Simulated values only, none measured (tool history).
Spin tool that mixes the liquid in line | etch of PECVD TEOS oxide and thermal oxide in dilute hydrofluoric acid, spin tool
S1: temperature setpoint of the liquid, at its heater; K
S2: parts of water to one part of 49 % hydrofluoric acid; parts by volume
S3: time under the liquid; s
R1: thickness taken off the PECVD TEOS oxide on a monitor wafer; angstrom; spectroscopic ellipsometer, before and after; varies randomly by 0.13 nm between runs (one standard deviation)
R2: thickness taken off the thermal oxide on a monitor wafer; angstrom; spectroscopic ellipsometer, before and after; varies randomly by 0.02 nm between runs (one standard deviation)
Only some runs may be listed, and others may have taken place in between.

run 1 hour=0.0 | S1=293.15 S2=160 S3=180 | R1=212.68 R2=48.898
run 2 hour=5.9 | S1=290.15 S2=160 S3=180 | R1=187.20 R2=43.255
run 3 hour=13.9 | S1=290.15 S2=170 S3=180 | R1=173.82 R2=40.085
run 4 hour=19.9 | S1=290.15 S2=175 S3=180 | R1=170.69 R2=38.761
run 5 hour=27.9 | S1=290.15 S2=175 S3=180 | R1=167.45 R2=39.158
run 6 hour=28.8 | S1=290.15 S2=180 S3=180 | R1=162.08 R2=37.924
run 7 hour=37.5 | S1=290.15 S2=185 S3=180 | R1=158.04 R2=36.916

For run 8, what comes out?
run 8 hour=42.6 | S1=290.15 S2=190 S3=180 | R1=? R2=?

{"run 8": {"R1": 154.93, "R2": 35.664}}
